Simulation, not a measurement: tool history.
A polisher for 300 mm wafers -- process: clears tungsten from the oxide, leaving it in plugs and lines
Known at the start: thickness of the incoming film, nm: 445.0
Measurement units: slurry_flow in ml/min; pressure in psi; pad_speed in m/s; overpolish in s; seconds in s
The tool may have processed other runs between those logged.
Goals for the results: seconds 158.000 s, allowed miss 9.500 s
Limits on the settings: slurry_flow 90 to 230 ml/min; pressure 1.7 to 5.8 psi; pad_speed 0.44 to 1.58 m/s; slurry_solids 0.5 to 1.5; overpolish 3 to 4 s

| run | hour | slurry_flow | pressure | pad_speed | slurry_solids | overpolish | seconds |
|---|---|---|---|---|---|---|---|
| 1 | 0.0 | 150 | 3.7 | 1.00 | 1.0 | 4 | 88.045 |
| 2 | 1.6 | 150 | 3.7 | 1.00 | 1.0 | 3 | 84.099 |
| 3 | 5.8 | 150 | 3.7 | 0.90 | 1.0 | 3 | 96.456 |
| 4 | 8.0 | 150 | 3.7 | 0.72 | 1.0 | 3 | 117.440 |
| 5 | 16.4 | 150 | 3.7 | 0.72 | 0.8 | 3 | 121.720 |
| 6 | 19.8 | 150 | 3.7 | 0.84 | 0.8 | 3 | 107.670 |
| 7 | 24.4 | 150 | 3.5 | 0.84 | 0.8 | 3 | 115.490 |
| 8 | 30.9 | 150 | 3.4 | 0.84 | 0.8 | 3 | 113.350 |
| 9 | 36.1 | 150 | 3.2 | 0.84 | 0.8 | 3 | 120.260 |
| 10 | 37.2 | 150 | 3.1 | 0.84 | 0.8 | 3 | 126.780 |
| 11 | 45.4 | 150 | 3.1 | 0.84 | 0.8 | 3 | 126.640 |
| 12 | 47.9 | 150 | 3.0 | 0.84 | 0.8 | 3 | 128.860 |
| 13 | 48.8 | 150 | 2.9 | 0.84 | 0.8 | 3 | 134.520 |
| 14 | 51.2 | 150 | 2.8 | 0.84 | 0.8 | 3 | 136.910 |
| 15 | 57.6 | 150 | 2.7 | 0.84 | 0.8 | 3 | 149.090 |

Which one of the following 4 next-run settings gets every result inside its allowed miss? There is exactly one.
| A | 64.0 | 90 | 3.3 | 0.74 | 1.2 | 3 | ? |
| B | 64.0 | 150 | 2.7 | 0.86 | 0.5 | 3 | ? |
| C | 64.0 | 145 | 3.2 | 0.72 | 0.9 | 3 | ? |
| D | 64.0 | 150 | 3.0 | 0.86 | 0.7 | 3 | ? |

| move | seconds |
|---|---|
| A | 140.800 |
| B | 155.540 |
| C | 139.990 |
| D | 131.510 |
A: the biggest miss grows against the last run
B: all results land within tolerance of their targets
C: the biggest miss grows against the last run
D: the biggest miss grows against the last run
Correct choice: B, which meets every target

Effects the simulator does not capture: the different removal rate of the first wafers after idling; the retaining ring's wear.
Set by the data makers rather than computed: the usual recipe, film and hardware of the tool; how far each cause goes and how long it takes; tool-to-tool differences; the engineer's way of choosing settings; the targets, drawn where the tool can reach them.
